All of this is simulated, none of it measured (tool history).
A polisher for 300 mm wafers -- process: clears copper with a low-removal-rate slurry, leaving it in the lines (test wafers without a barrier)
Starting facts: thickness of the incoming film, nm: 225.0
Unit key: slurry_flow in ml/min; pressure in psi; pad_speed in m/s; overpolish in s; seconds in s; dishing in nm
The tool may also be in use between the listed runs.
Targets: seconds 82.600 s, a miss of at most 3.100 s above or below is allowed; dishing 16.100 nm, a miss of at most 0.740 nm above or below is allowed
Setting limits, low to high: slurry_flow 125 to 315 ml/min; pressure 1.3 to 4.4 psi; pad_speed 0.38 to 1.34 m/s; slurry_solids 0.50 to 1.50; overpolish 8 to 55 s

run	hour	slurry_flow	pressure	pad_speed	slurry_solids	overpolish	seconds	dishing
1	0.0	205	2.8	0.86	1.00	28	103.850	42.122
2	3.2	205	2.8	0.86	1.20	28	98.031	44.197
3	11.8	205	2.5	0.92	1.30	23	103.340	35.545
4	12.4	205	2.3	1.00	1.35	19	101.230	30.826
5	15.1	205	2.3	1.00	1.50	19	100.170	30.594
6	17.8	205	2.3	1.00	1.50	19	98.567	30.877
7	24.1	230	1.5	1.24	1.50	8	117.990	11.128
8	25.5	235	1.7	1.26	1.50	8	101.510	12.995
9	32.5	235	1.7	1.26	1.50	8	101.860	13.052
10	38.2	235	1.8	1.28	1.50	8	95.943	14.280
11	44.9	240	1.9	1.30	1.50	8	88.678	14.478
12	48.9	235	1.9	1.30	1.50	8	88.049	14.749
# hour 51.1: slurry nozzle cleaned
13	51.1	235	2.1	1.30	1.50	9	77.198	19.242
14	54.6	250	2.1	1.30	1.50	9	76.399	18.972
15	59.3	245	2.1	1.30	1.50	9	75.010	19.126
16	60.4	240	2.1	1.30	1.50	9	77.680	19.677
17	64.4	245	2.1	1.30	1.50	9	77.648	19.374

Next run, 5 choices. One meets every target within its allowed miss, the rest don't. Which?
A	68.4	265	1.8	1.32	1.30	8	?	?
B	68.4	295	1.7	1.34	1.50	8	?	?
C	68.4	225	1.7	1.32	1.50	8	?	?
D	68.4	260	2.0	1.26	1.50	12	?	?
E	68.4	220	2.4	1.14	1.05	8	?	?

move	seconds	dishing
A	89.005	14.908
B	89.005	14.888
C	93.083	14.266
D	81.997	23.648
E	83.078	16.023
A: takes the result that was furthest off past its target
B: takes the result that was furthest off past its target
C: takes the result that was furthest off past its target
D: the biggest miss grows against the last run
E: each result inside its tolerance
So the answer is move E, the one that meets all the targets.
